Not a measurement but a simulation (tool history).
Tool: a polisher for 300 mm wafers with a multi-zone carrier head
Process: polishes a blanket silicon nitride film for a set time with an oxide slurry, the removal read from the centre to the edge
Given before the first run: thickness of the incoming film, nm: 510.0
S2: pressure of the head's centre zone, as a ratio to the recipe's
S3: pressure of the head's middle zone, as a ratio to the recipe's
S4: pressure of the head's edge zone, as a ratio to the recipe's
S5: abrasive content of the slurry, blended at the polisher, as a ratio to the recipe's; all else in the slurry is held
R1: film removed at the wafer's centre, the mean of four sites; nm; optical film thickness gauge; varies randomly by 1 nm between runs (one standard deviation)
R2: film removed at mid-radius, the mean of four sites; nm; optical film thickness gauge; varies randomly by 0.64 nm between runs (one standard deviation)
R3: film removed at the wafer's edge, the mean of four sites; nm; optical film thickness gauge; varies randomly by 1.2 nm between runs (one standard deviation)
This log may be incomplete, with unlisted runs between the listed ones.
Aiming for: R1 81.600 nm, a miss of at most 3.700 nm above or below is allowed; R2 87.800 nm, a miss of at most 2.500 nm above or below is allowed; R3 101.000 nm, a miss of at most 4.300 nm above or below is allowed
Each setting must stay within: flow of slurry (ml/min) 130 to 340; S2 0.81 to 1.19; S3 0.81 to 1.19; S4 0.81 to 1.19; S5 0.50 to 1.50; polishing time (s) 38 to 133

run 1 day=0.000 | flow_of_slurry_(ml/min)=220 S2=1.00 S3=1.00 S4=1.00 S5=1.00 polishing_time_(s)=85 | R1=77.992 R2=80.891 R3=80.594
run 2 day=0.288 | flow_of_slurry_(ml/min)=225 S2=0.99 S3=0.99 S4=1.03 S5=1.05 polishing_time_(s)=85 | R1=79.545 R2=82.387 R3=83.261
run 3 day=0.433 | flow_of_slurry_(ml/min)=225 S2=0.97 S3=0.98 S4=1.06 S5=1.10 polishing_time_(s)=85 | R1=78.000 R2=82.382 R3=84.482
run 4 day=0.592 | flow_of_slurry_(ml/min)=225 S2=0.97 S3=1.02 S4=1.06 S5=1.10 polishing_time_(s)=85 | R1=76.909 R2=85.656 R3=84.486
run 5 day=0.762 | flow_of_slurry_(ml/min)=225 S2=0.97 S3=1.02 S4=1.06 S5=1.10 polishing_time_(s)=97 | R1=90.788 R2=99.345 R3=98.707
run 6 day=1.054 | flow_of_slurry_(ml/min)=215 S2=0.96 S3=1.00 S4=1.08 S5=1.10 polishing_time_(s)=97 | R1=87.047 R2=94.012 R3=97.587
run 7 day=1.267 | flow_of_slurry_(ml/min)=205 S2=0.95 S3=0.99 S4=1.09 S5=1.10 polishing_time_(s)=97 | R1=84.812 R2=93.946 R3=99.082
run 8 day=1.454 | flow_of_slurry_(ml/min)=200 S2=0.95 S3=0.98 S4=1.09 S5=1.10 polishing_time_(s)=97 | R1=87.411 R2=93.120 R3=98.887
run 9 day=1.538 | flow_of_slurry_(ml/min)=195 S2=0.94 S3=0.97 S4=1.10 S5=1.10 polishing_time_(s)=97 | R1=85.905 R2=91.095 R3=97.441
run 10 day=1.692 | flow_of_slurry_(ml/min)=190 S2=0.93 S3=0.96 S4=1.11 S5=1.10 polishing_time_(s)=97 | R1=83.913 R2=90.420 R3=96.911

Of the 4 settings listed for the next run, only one would bring every result within its allowed miss of target. Which one?
run A day=1.846 | flow_of_slurry_(ml/min)=200 S2=0.96 S3=0.95 S4=1.11 S5=1.10 polishing_time_(s)=99 | R1=? R2=? R3=?
run B day=1.846 | flow_of_slurry_(ml/min)=280 S2=0.89 S3=0.91 S4=1.18 S5=1.25 polishing_time_(s)=89 | R1=? R2=? R3=?
run C day=1.846 | flow_of_slurry_(ml/min)=145 S2=0.97 S3=1.00 S4=0.95 S5=1.45 polishing_time_(s)=90 | R1=? R2=? R3=?
run D day=1.846 | flow_of_slurry_(ml/min)=215 S2=1.01 S3=0.94 S4=0.93 S5=1.25 polishing_time_(s)=91 | R1=? R2=? R3=?

move=A R1=86.781 R2=91.864 R3=100.820
move=B R1=79.364 R2=87.078 R3=101.140
move=C R1=81.641 R2=89.999 R3=89.076
move=D R1=88.836 R2=88.451 R3=89.608
A: its largest miss is bigger than the last run's
B: hits every target within its allowed miss
C: puts the biggest miss on target and leaves a different result outside tolerance
D: puts the biggest miss on target and leaves a different result outside tolerance
Answer: B
